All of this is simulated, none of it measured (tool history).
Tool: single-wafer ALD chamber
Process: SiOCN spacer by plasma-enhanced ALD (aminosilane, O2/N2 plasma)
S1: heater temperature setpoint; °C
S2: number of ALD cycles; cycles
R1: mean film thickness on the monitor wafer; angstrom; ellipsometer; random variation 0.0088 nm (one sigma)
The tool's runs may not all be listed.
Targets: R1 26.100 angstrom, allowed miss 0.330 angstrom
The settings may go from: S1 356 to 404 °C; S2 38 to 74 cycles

run,hour,S1,S2,R1
1,0.0,380,56,33.874
2,9.1,380,51,31.104
3,16.0,380,48,29.223
4,17.3,390,48,29.177
5,24.2,390,46,27.961
6,28.1,390,53,32.181
7,33.1,390,50,30.423
8,38.4,390,48,29.101
9,39.5,390,46,27.960
10,44.5,390,41,25.099
11,51.7,390,42,25.567

Which of these 4 next moves meets every target?
A,58.9,390,44,?
B,58.9,396,44,?
C,58.9,385,43,?
D,58.9,386,45,?

move,R1
A,26.705
B,26.705
C,26.098
D,27.312
A: takes the result that was furthest off past its target
B: takes the result that was furthest off past its target
C: meets every target
D: takes the result that was furthest off past its target
Move C is the one to make.
